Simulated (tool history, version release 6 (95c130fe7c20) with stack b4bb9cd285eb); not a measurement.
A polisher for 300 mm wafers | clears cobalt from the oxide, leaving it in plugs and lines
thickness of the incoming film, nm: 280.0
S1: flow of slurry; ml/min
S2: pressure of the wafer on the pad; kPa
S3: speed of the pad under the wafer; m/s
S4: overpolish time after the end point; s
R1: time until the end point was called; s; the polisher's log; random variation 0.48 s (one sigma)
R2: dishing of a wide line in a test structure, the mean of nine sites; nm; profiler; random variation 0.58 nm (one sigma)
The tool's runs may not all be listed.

run	hour	S1	S2	S3	S4	R1	R2
1	0.0	145	13.8	1.20	26	47.160	50.319
2	2.9	145	13.8	1.20	33	47.720	52.460
3	4.6	145	14.5	1.20	32	44.907	52.869
4	8.2	145	15.2	1.20	31	42.010	53.004
5	15.0	145	15.9	1.20	30	41.240	53.369
6	21.0	145	15.9	1.20	37	41.607	53.043
7	28.2	145	16.5	1.20	36	41.123	52.345

The next listed run, before its measurement:
8	31.2	145	17.2	1.22	37	?	?

Run 8 gave R1 38.484 s, R2 52.731 nm.
